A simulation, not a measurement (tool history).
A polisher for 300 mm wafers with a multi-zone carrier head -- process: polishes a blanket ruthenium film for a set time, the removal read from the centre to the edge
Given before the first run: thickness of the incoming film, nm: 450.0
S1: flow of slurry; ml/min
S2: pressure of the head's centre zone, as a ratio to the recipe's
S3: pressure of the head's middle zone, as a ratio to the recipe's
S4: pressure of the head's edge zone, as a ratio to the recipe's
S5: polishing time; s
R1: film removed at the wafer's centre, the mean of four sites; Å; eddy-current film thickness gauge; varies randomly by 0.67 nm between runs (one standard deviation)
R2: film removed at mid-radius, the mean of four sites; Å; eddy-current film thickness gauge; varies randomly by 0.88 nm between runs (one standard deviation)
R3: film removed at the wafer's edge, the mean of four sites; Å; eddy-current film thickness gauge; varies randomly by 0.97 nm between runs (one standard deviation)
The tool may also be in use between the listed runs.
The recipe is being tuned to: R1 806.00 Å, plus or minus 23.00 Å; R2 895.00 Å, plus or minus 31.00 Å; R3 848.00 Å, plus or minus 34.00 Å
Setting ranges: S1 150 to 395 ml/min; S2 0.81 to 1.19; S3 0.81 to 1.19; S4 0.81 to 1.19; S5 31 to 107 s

Run 1, day 0.000: S1 250 ml/min, S2 1.00, S3 1.00, S4 1.00, S5 69 s. Result: R1 1178.30 Å, R2 1212.40 Å, R3 1174.10 Å.
Run 2, day 0.038: S1 245 ml/min, S2 0.97, S3 0.98, S4 0.96, S5 64 s. Result: R1 1065.50 Å, R2 1093.10 Å, R3 1091.40 Å.
Run 3, day 0.271: S1 245 ml/min, S2 0.96, S3 1.00, S4 0.94, S5 59 s. Result: R1 950.29 Å, R2 1013.50 Å, R3 974.65 Å.
Run 4, day 0.342: S1 245 ml/min, S2 0.96, S3 1.00, S4 0.94, S5 71 s. Result: R1 1147.70 Å, R2 1231.70 Å, R3 1177.10 Å.
Run 5, day 0.367: S1 245 ml/min, S2 0.96, S3 0.94, S4 0.94, S5 71 s. Result: R1 1138.30 Å, R2 1178.50 Å, R3 1204.10 Å.
Run 6, day 0.721: S1 245 ml/min, S2 0.95, S3 0.96, S4 0.92, S5 66 s. Result: R1 1065.30 Å, R2 1111.30 Å, R3 1105.10 Å.
Run 7, day 0.812: S1 225 ml/min, S2 0.85, S3 0.97, S4 0.82, S5 49 s. Result: R1 690.63 Å, R2 824.58 Å, R3 746.66 Å.
Run 8, day 0.933: S1 295 ml/min, S2 0.93, S3 0.99, S4 0.92, S5 49 s. Result: R1 788.43 Å, R2 862.62 Å, R3 820.49 Å.

Exactly one of the 4 candidate moves below puts every result within its allowed miss. Which one?
Run A, day 1.054: S1 290 ml/min, S2 0.96, S3 1.10, S4 0.85, S5 48 s. Result: R1 ?, R2 ?, R3 ?.
Run B, day 1.054: S1 300 ml/min, S2 0.93, S3 1.08, S4 0.90, S5 47 s. Result: R1 ?, R2 ?, R3 ?.
Run C, day 1.054: S1 345 ml/min, S2 0.90, S3 0.97, S4 0.89, S5 51 s. Result: R1 ?, R2 ?, R3 ?.
Run D, day 1.054: S1 305 ml/min, S2 0.88, S3 0.99, S4 0.96, S5 50 s. Result: R1 ?, R2 ?, R3 ?.

move      R1      R2      R3
   A  782.86  908.87  771.59
   B  745.03  879.06  777.52
   C  792.48  882.05  848.78
   D  750.46  870.13  854.43
A: the furthest-off result lands on target, but another misses its tolerance
B: the furthest-off result lands on target, but another misses its tolerance
C: all results in spec
D: the furthest-off result lands on target, but another misses its tolerance
Go with C: it meets all targets.

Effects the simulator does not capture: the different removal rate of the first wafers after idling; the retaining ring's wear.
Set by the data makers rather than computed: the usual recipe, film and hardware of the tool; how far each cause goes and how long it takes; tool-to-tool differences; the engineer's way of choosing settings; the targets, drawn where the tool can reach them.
